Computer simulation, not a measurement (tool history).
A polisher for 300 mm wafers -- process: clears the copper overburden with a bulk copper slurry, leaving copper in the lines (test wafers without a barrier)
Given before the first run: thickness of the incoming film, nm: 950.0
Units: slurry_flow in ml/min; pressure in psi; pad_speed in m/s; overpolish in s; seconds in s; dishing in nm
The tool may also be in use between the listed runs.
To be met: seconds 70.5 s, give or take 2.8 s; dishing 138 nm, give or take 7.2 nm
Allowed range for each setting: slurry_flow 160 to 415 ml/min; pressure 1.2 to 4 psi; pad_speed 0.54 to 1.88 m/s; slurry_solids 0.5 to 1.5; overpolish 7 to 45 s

Run 1, hour 0: slurry_flow 265 ml/min, pressure 2.6 psi, pad_speed 1.2 m/s, slurry_solids 1, overpolish 23 s. Result: seconds 84.693 s, dishing 107.25 nm.
Run 2, hour 5.9: slurry_flow 265 ml/min, pressure 2.9 psi, pad_speed 1.2 m/s, slurry_solids 1, overpolish 23 s. Result: seconds 76.785 s, dishing 114.49 nm.
Run 3, hour 14: slurry_flow 265 ml/min, pressure 3 psi, pad_speed 1.2 m/s, slurry_solids 1, overpolish 24 s. Result: seconds 74.743 s, dishing 119.73 nm.
Run 4, hour 17.2: slurry_flow 265 ml/min, pressure 3 psi, pad_speed 1.4 m/s, slurry_solids 1, overpolish 24 s. Result: seconds 64.488 s, dishing 127.21 nm.
Run 5, hour 24.8: slurry_flow 265 ml/min, pressure 3 psi, pad_speed 1.4 m/s, slurry_solids 1, overpolish 25 s. Result: seconds 63.107 s, dishing 124.92 nm.
Run 6, hour 32.7: slurry_flow 265 ml/min, pressure 3 psi, pad_speed 1.38 m/s, slurry_solids 1, overpolish 27 s. Result: seconds 65.394 s, dishing 128.48 nm.
Run 7, hour 38: slurry_flow 265 ml/min, pressure 3 psi, pad_speed 1.38 m/s, slurry_solids 1, overpolish 29 s. Result: seconds 65.057 s, dishing 128.48 nm.
Run 8, hour 44.1: slurry_flow 265 ml/min, pressure 3 psi, pad_speed 1.36 m/s, slurry_solids 1, overpolish 32 s. Result: seconds 65.267 s, dishing 139.42 nm.

Consider the 4 candidate settings below. Which is the only one whose results all fall within their allowed miss of target?
Run A, hour 50.2: slurry_flow 245 ml/min, pressure 2.5 psi, pad_speed 1.52 m/s, slurry_solids 0.95, overpolish 44 s. Result: seconds ?, dishing ?.
Run B, hour 50.2: slurry_flow 235 ml/min, pressure 3.3 psi, pad_speed 1.46 m/s, slurry_solids 0.95, overpolish 30 s. Result: seconds ?, dishing ?.
Run C, hour 50.2: slurry_flow 265 ml/min, pressure 2.7 psi, pad_speed 1.54 m/s, slurry_solids 1, overpolish 40 s. Result: seconds ?, dishing ?.
Run D, hour 50.2: slurry_flow 250 ml/min, pressure 3.1 psi, pad_speed 1.52 m/s, slurry_solids 1.05, overpolish 31 s. Result: seconds ?, dishing ?.

move  seconds  dishing
   A   70.775   136.94
   B   57.605   142.48
   C   63.901    140.2
   D   56.893    141.8
A: every result within its allowed miss
B: moves away from the targets compared with the last run
C: moves away from the targets compared with the last run
D: moves away from the targets compared with the last run
A meets every target.

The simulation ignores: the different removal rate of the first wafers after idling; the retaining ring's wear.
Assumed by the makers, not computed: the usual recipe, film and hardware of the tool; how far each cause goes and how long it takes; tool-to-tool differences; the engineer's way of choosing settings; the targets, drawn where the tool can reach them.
